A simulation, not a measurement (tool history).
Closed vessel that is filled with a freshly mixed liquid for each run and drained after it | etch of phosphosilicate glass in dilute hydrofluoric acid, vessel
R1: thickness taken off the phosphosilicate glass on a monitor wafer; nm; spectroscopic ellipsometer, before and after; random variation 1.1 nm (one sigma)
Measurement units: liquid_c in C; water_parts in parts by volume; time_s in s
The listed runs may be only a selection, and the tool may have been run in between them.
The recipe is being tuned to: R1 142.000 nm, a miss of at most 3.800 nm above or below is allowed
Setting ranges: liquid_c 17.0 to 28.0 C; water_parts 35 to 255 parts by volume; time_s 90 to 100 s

run 1 hour=0.0 | liquid_c=20.0 water_parts=145 time_s=90 | R1=102.720
run 2 hour=5.5 | liquid_c=22.0 water_parts=145 time_s=90 | R1=111.670
run 3 hour=9.5 | liquid_c=23.5 water_parts=145 time_s=90 | R1=119.380
run 4 hour=17.3 | liquid_c=24.5 water_parts=145 time_s=90 | R1=123.130
run 5 hour=21.6 | liquid_c=24.5 water_parts=175 time_s=90 | R1=97.540
run 6 hour=29.4 | liquid_c=21.0 water_parts=175 time_s=90 | R1=86.266
run 7 hour=32.9 | liquid_c=22.5 water_parts=165 time_s=90 | R1=99.795
run 8 hour=34.8 | liquid_c=24.0 water_parts=160 time_s=90 | R1=108.040

4 candidate next runs follow, results not yet known. Just one meets every target within its allowed miss. Identify it.
run A hour=36.7 | liquid_c=25.0 water_parts=130 time_s=90 | R1=?
run B hour=36.7 | liquid_c=22.0 water_parts=140 time_s=95 | R1=?
run C hour=36.7 | liquid_c=25.0 water_parts=135 time_s=100 | R1=?
run D hour=36.7 | liquid_c=28.0 water_parts=135 time_s=100 | R1=?

move=A R1=142.200
move=B R1=122.630
move=C R1=151.240
move=D R1=169.340
A: meets every target
B: nearer than the last run, and not there yet
C: the result that was furthest off in the last run now lies on the other side of its target
D: the result that was furthest off in the last run now lies on the other side of its target
The move that meets every target is A.
